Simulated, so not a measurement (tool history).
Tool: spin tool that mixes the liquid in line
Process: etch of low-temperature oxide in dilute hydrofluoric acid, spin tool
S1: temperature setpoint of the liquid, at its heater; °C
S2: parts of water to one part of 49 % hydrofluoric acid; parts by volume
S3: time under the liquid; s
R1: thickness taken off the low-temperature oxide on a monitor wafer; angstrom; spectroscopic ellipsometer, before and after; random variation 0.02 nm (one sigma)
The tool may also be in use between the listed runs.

{"run": 1, "hour": 0.0, "S1": 24, "S2": 200, "S3": 80, "R1": 61.422}
{"run": 2, "hour": 3.1, "S1": 24, "S2": 200, "S3": 80, "R1": 60.477}
{"run": 3, "hour": 5.2, "S1": 23, "S2": 200, "S3": 80, "R1": 57.995}
{"run": 4, "hour": 7.5, "S1": 25, "S2": 200, "S3": 80, "R1": 62.798}
{"run": 5, "hour": 8.2, "S1": 27, "S2": 200, "S3": 80, "R1": 67.004}
{"run": 6, "hour": 16.7, "S1": 24.5, "S2": 225, "S3": 80, "R1": 53.375}

Estimate the outcome of run 7 from the log above:
{"run": 7, "hour": 25.6, "S1": 22.5, "S2": 245, "S3": 80, "R1": "?"}

R1: 44.007 angstrom
